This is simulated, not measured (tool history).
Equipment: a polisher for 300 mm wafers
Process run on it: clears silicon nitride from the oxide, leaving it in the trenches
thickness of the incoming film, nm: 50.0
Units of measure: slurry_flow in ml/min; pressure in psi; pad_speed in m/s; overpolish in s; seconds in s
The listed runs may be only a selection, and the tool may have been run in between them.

{"run": 1, "hour": 0.0, "slurry_flow": 200, "pressure": 1.9, "pad_speed": 0.78, "overpolish": 9, "seconds": 83.699}
{"run": 2, "hour": 2.6, "slurry_flow": 200, "pressure": 1.9, "pad_speed": 0.78, "overpolish": 7, "seconds": 85.567}
{"run": 3, "hour": 3.4, "slurry_flow": 230, "pressure": 1.9, "pad_speed": 0.78, "overpolish": 7, "seconds": 84.063}
{"run": 4, "hour": 10.7, "slurry_flow": 230, "pressure": 1.9, "pad_speed": 0.88, "overpolish": 7, "seconds": 75.961}
{"run": 5, "hour": 12.9, "slurry_flow": 230, "pressure": 1.7, "pad_speed": 0.86, "overpolish": 7, "seconds": 83.219}
{"run": 6, "hour": 20.7, "slurry_flow": 230, "pressure": 1.9, "pad_speed": 0.86, "overpolish": 7, "seconds": 78.029}
{"run": 7, "hour": 24.1, "slurry_flow": 230, "pressure": 1.7, "pad_speed": 0.82, "overpolish": 7, "seconds": 88.259}
{"run": 8, "hour": 27.9, "slurry_flow": 230, "pressure": 1.5, "pad_speed": 0.8, "overpolish": 7, "seconds": 99.817}

Run 9 comes next. What will it give?
{"run": 9, "hour": 28.6, "slurry_flow": 230, "pressure": 1.4, "pad_speed": 0.8, "overpolish": 7, "seconds": "?"}

Run 9 gave seconds 103.92 s.

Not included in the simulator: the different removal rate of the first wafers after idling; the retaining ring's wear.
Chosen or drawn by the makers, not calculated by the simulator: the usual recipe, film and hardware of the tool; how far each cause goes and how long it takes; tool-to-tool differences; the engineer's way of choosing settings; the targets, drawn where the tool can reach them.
